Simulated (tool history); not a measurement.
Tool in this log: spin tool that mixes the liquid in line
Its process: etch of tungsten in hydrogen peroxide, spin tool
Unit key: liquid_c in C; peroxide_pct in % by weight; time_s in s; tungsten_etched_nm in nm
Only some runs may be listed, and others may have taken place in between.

{"run": 1, "hour": 0.0, "liquid_c": 57, "peroxide_pct": 20, "time_s": 15, "tungsten_etched_nm": 40.048}
{"run": 2, "hour": 2.4, "liquid_c": 57, "peroxide_pct": 17.5, "time_s": 15, "tungsten_etched_nm": 36.973}
{"run": 3, "hour": 10.7, "liquid_c": 57, "peroxide_pct": 17.5, "time_s": 15, "tungsten_etched_nm": 37.11}
{"run": 4, "hour": 13.1, "liquid_c": 57, "peroxide_pct": 17.5, "time_s": 15, "tungsten_etched_nm": 36.947}
{"run": 5, "hour": 21.5, "liquid_c": 56, "peroxide_pct": 17.5, "time_s": 15, "tungsten_etched_nm": 34.582}
{"run": 6, "hour": 28.0, "liquid_c": 61.5, "peroxide_pct": 17.5, "time_s": 15, "tungsten_etched_nm": 48.332}
{"run": 7, "hour": 36.5, "liquid_c": 53.5, "peroxide_pct": 17, "time_s": 15, "tungsten_etched_nm": 29.265}
{"run": 8, "hour": 39.5, "liquid_c": 53.5, "peroxide_pct": 17, "time_s": 15, "tungsten_etched_nm": 29.81}

Expected results for the next run?
{"run": 9, "hour": 42.4, "liquid_c": 53, "peroxide_pct": 17, "time_s": 15, "tungsten_etched_nm": "?"}

{"run 9": {"tungsten_etched_nm": 28.822}}

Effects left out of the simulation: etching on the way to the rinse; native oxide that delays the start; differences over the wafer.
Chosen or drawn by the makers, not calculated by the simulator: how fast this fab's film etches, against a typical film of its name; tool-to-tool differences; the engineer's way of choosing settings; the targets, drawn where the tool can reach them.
